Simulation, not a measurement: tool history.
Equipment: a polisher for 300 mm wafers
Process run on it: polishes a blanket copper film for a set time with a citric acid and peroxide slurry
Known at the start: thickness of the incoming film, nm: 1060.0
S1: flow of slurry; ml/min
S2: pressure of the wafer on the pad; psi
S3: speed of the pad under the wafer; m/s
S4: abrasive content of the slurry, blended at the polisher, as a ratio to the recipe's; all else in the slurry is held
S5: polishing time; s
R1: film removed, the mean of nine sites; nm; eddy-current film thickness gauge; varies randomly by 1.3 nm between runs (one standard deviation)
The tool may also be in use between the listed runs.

run	hour	S1	S2	S3	S4	S5	R1
1	0.0	265	3.1	0.80	1.00	101	149.680
2	0.8	325	3.1	0.80	1.00	101	153.080
3	9.6	325	3.1	0.80	1.00	107	160.970
4	13.2	325	3.1	0.80	1.15	107	159.080
5	17.3	325	2.6	0.78	1.15	107	142.120
# hour 20.4: slurry nozzle cleaned
6	20.4	325	2.2	0.72	1.15	106	121.720
7	28.1	325	2.0	0.68	1.15	106	109.780
8	37.0	325	1.8	0.66	1.15	106	100.010

Expected results for the next run?
9	40.7	325	1.7	0.66	1.15	106	?

{"run 9": {"R1": 99.059}}
